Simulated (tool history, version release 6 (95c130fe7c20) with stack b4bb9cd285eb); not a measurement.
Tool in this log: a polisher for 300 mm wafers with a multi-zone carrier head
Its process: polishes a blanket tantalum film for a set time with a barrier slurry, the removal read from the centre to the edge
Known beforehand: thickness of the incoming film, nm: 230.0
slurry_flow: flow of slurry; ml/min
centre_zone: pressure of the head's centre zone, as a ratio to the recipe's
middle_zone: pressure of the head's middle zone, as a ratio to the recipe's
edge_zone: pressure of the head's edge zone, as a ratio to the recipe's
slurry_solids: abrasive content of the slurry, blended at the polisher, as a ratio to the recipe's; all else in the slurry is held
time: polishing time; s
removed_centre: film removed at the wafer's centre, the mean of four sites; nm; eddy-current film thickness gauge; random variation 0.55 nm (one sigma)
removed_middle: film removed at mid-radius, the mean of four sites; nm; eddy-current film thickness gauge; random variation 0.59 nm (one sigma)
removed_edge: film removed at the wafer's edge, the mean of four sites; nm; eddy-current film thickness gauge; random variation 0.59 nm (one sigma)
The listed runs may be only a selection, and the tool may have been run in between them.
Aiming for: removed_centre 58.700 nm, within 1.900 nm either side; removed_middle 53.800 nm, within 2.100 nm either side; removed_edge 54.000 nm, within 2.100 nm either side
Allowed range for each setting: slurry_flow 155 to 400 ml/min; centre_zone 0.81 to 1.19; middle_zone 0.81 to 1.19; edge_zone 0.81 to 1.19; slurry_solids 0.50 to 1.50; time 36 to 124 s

run    day  slurry_flow  centre_zone  middle_zone  edge_zone  slurry_solids  time  removed_centre  removed_middle  removed_edge
  1  0.000          255         1.00         1.00       1.00           1.00    79          75.990          74.268        78.295
  2  0.142          255         1.00         1.08       1.00           1.00    79          77.136          78.831        77.509
  3  0.246          260         1.02         1.05       0.97           0.85    75          70.910          70.389        70.125
  4  0.588          260         1.04         1.03       0.94           0.75    72          66.993          62.890        63.327
  5  0.846          255         1.03         1.02       0.90           0.70    72          64.508          62.891        61.408
  6  1.188          255         1.03         1.06       0.90           0.70    72          64.067          61.811        59.877
  7  1.229          240         1.04         1.03       0.88           0.65    72          63.463          60.172        58.636
  8  1.262          230         1.04         1.01       0.87           0.60    72          61.642          57.462        57.226
  9  1.325          215         1.04         1.00       0.86           0.60    72          60.421          56.355        56.013

Which one of the following 5 next-run settings gets every result inside its allowed miss? There is exactly one.
  A  1.388          240         0.95         0.98       0.83           0.75    63               ?               ?             ?
  B  1.388          230         0.99         1.07       0.81           0.65    69               ?               ?             ?
  C  1.388          190         1.00         1.00       0.85           0.65    67               ?               ?             ?
  D  1.388          235         1.05         1.06       0.85           0.65    68               ?               ?             ?
  E  1.388          250         1.05         0.98       0.83           0.55    71               ?               ?             ?

move  removed_centre  removed_middle  removed_edge
   A          52.710          53.314        53.504
   B          57.075          59.383        55.126
   C          55.065          53.832        53.804
   D          59.785          58.153        55.221
   E          58.830          53.748        53.929
A: gets the furthest-off result to its target, but another result is out of tolerance
B: misses by more than the last run did
C: gets the furthest-off result to its target, but another result is out of tolerance
D: misses by more than the last run did
E: hits every target within its allowed miss
The move that meets every target is E.
